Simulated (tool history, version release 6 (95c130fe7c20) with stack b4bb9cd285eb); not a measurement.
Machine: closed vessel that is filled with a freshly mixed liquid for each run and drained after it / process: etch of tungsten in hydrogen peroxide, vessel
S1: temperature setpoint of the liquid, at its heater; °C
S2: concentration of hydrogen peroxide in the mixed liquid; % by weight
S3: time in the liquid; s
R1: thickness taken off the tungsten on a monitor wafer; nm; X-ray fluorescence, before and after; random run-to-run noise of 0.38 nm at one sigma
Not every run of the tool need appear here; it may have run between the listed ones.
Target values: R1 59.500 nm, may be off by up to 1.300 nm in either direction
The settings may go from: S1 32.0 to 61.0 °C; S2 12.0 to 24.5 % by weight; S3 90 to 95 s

run 1 hour=0.0 | S1=45.0 S2=16.5 S3=90 | R1=81.173
run 2 hour=7.9 | S1=45.0 S2=18.0 S3=90 | R1=85.279
run 3 hour=16.5 | S1=43.5 S2=18.0 S3=90 | R1=77.166
run 4 hour=20.6 | S1=42.5 S2=18.0 S3=90 | R1=72.373
run 5 hour=27.8 | S1=42.5 S2=19.5 S3=90 | R1=74.825
run 6 hour=30.1 | S1=42.5 S2=21.5 S3=90 | R1=78.976
run 7 hour=36.0 | S1=41.5 S2=21.5 S3=90 | R1=73.669
run 8 hour=38.5 | S1=40.5 S2=21.5 S3=90 | R1=69.176
run 9 hour=46.0 | S1=40.0 S2=21.5 S3=90 | R1=67.538
run 10 hour=49.8 | S1=39.5 S2=21.5 S3=90 | R1=64.517
run 11 hour=53.3 | S1=39.0 S2=21.5 S3=90 | R1=63.121

Exactly one of the 5 candidate moves below puts every result within its allowed miss. Which one?
run A hour=56.8 | S1=38.0 S2=22.0 S3=95 | R1=?
run B hour=56.8 | S1=37.5 S2=24.0 S3=95 | R1=?
run C hour=56.8 | S1=41.0 S2=17.0 S3=90 | R1=?
run D hour=56.8 | S1=38.5 S2=21.0 S3=95 | R1=?
run E hour=56.8 | S1=39.0 S2=19.5 S3=90 | R1=?

move=A R1=62.829
move=B R1=63.492
move=C R1=63.645
move=D R1=63.439
move=E R1=59.845
A: moves toward the targets from the last run without getting all of them in spec
B: the biggest miss grows against the last run
C: the biggest miss grows against the last run
D: the biggest miss grows against the last run
E: hits every target within its allowed miss
Correct choice: E, which meets every target
